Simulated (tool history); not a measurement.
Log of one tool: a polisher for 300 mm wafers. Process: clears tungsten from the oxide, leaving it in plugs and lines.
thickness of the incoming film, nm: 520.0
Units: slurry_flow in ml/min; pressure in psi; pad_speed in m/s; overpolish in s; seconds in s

{"run": 1, "hour": 0.0, "slurry_flow": 290, "pressure": 4.1, "pad_speed": 1.1, "slurry_solids": 1.0, "overpolish": 6, "seconds": 99.991}
{"run": 2, "hour": 7.8, "slurry_flow": 340, "pressure": 4.1, "pad_speed": 1.1, "slurry_solids": 1.0, "overpolish": 6, "seconds": 98.779}
{"run": 3, "hour": 13.5, "slurry_flow": 340, "pressure": 3.9, "pad_speed": 1.1, "slurry_solids": 1.0, "overpolish": 6, "seconds": 104.99}
{"run": 4, "hour": 15.5, "slurry_flow": 340, "pressure": 3.5, "pad_speed": 1.1, "slurry_solids": 1.0, "overpolish": 6, "seconds": 111.31}
{"run": 5, "hour": 20.4, "slurry_flow": 340, "pressure": 2.8, "pad_speed": 1.1, "slurry_solids": 1.0, "overpolish": 6, "seconds": 131.57}
{"run": 6, "hour": 28.6, "slurry_flow": 340, "pressure": 2.8, "pad_speed": 1.1, "slurry_solids": 1.1, "overpolish": 6, "seconds": 127.59}

The next listed run, before its measurement:
{"run": 7, "hour": 34.7, "slurry_flow": 340, "pressure": 2.7, "pad_speed": 1.1, "slurry_solids": 1.1, "overpolish": 6, "seconds": "?"}

seconds: 132.840 s
